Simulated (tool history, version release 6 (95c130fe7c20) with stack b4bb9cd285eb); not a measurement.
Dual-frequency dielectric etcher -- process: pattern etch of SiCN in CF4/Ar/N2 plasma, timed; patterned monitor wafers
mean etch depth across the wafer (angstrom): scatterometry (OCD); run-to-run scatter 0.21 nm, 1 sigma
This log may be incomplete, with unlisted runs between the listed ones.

run	hour	source power (kW)	bias power (kW)	Ar flow (sccm)	CF4 flow (sccm)	etch time (s)	mean etch depth across the wafer (angstrom)
1	0	0.49	0.096	92	52	110	933.95
2	2.2	0.57	0.096	92	52	110	1062.2
3	7	0.53	0.096	92	52	110	1000.1
4	10.4	0.53	0.096	92	58	110	1021.7
5	11	0.53	0.096	92	49	110	988.76
6	18.6	0.53	0.11	92	49	110	1063.6
7	21.2	0.49	0.109	92	49	110	987.8
8	25.2	0.46	0.108	92	49	110	930.63

Predict the results of run 9:
9	30.2	0.44	0.107	92	49	110	?

mean etch depth across the wafer (angstrom): 894.1
